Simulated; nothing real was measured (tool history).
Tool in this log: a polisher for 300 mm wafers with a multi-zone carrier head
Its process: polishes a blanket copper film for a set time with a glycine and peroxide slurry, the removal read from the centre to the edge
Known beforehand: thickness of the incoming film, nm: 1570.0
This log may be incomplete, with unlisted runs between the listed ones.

run  hour  flow of slurry (ml/min)  pressure of the head's centre zone  pressure of the head's middle zone  pressure of the head's edge zone  polishing time (s)  film removed at the wafer's centre (Å)  film removed at mid-radius (Å)  film removed at the wafer's edge (Å)
  1   0.0                      235                                1.00                                1.00                              1.00                  60                                  2813.2                          2851.4                                2903.9
  2   8.9                      235                                1.00                                0.93                              1.00                  60                                  2803.5                          2644.0                                2995.1
  3  16.1                      235                                1.00                                0.85                              1.00                  60                                  2874.3                          2484.4                                2947.7
  4  17.0                      285                                1.00                                0.85                              1.00                  60                                  2921.9                          2589.7                                2973.6
     19.2  -- slurry nozzle cleaned
  5  19.2                      290                                1.00                                0.86                              0.98                  59                                  3219.8                          2707.7                                3040.6
  6  22.3                      290                                1.03                                0.86                              0.98                  59                                  3205.6                          2741.8                                3106.6
  7  26.6                      285                                1.02                                0.87                              0.97                  58                                  3051.1                          2694.1                                2976.2
  8  32.8                      280                                1.01                                0.87                              0.96                  57                                  3025.9                          2642.3                                2863.4
  9  41.3                      280                                1.01                                0.87                              0.96                  57                                  3036.5                          2660.9                                2932.1
 10  43.5                      280                                1.00                                0.88                              0.95                  56                                  2953.2                          2625.2                                2923.0
 11  49.4                      260                                1.01                                0.98                              0.85                  45                                  2394.5                          2306.5                                2101.6
 12  53.8                      265                                1.01                                0.98                              0.86                  45                                  2365.8                          2285.7                                2188.6
 13  56.9                      270                                1.01                                0.98                              0.87                  45                                  2381.9                          2268.1                                2224.7

Expected results for the next run?
 14  57.8                      275                                1.01                                0.98                              0.87                  45                                       ?                               ?                                     ?

{"run 14": {"film removed at the wafer's centre (Å)": 2328.6, "film removed at mid-radius (Å)": 2294.3, "film removed at the wafer's edge (Å)": 2178.1}}
